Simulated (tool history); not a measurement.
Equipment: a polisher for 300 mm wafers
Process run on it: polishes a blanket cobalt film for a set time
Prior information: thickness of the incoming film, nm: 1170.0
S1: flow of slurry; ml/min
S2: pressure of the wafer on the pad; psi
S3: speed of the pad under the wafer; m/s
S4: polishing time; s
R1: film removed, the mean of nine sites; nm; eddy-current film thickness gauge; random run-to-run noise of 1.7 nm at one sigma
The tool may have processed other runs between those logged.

run,hour,S1,S2,S3,S4,R1
1,0,220,1.3,0.98,113,315.22
2,6.9,170,1.3,0.98,113,307.79
3,14.3,140,1.3,0.98,113,300.95
4,19.8,190,1.3,0.98,113,310.78
5,24,190,1.3,0.84,113,266.61
6,29,190,1.3,0.72,113,227.5

Run 7 comes next. What will it give?
7,33.7,190,0.9,0.7,113,?

{"run 7": {"R1": 171.01}}
